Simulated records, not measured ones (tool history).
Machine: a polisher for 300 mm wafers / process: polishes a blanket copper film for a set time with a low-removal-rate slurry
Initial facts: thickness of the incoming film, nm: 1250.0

run    day  flow of slurry (ml/min)  pressure of the wafer on the pad (psi)  speed of the pad under the wafer (cm/s)  abrasive content of the slurry  polishing time (s)  film removed (nm)
  1      0                      215                                     1.9                                      108                               1                  43             105.07
  2  0.146                      215                                       2                                      108                               1                  43             108.35
  3  0.438                      215                                       2                                      108                             1.2                  43             117.46
  4  0.733                      260                                       2                                      108                             1.2                  43             117.87
  5  0.842                      260                                       2                                      108                             1.1                  43             117.88
  6  1.162                      260                                       2                                      108                             1.1                  43             116.06
  7  1.288                      260                                     2.1                                      108                             1.1                  43             118.74
  8  1.571                      260                                     2.2                                      108                             1.1                  43             125.65

Predict the results of run 9:
  9  1.908                      260                                     2.3                                      108                             1.1                  43                  ?

{"run 9": {"film removed (nm)": 124.93}}
